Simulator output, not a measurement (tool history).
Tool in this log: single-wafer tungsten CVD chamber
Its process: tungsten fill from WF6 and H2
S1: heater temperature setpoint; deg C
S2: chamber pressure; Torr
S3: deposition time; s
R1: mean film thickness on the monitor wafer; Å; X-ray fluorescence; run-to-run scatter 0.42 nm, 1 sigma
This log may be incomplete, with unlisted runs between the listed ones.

run	hour	S1	S2	S3	R1
1	0	375	31.1	28	503.03
2	5	381	31.3	28	580.42
3	10.9	381	26.1	28	534.74
4	18.1	375	26.1	28	464.83
5	23.3	375	26.1	28	461.65
6	27.3	375	26.1	26.7	442.22
7	33.2	375	26.1	26.7	440.97
8	40.5	382	26.3	26.7	518.67

Run 9, settings as shown, results not yet in. Your forecast:
9	41.7	387	26.8	26.7	?

Run 9 produced R1 583.58 Å.
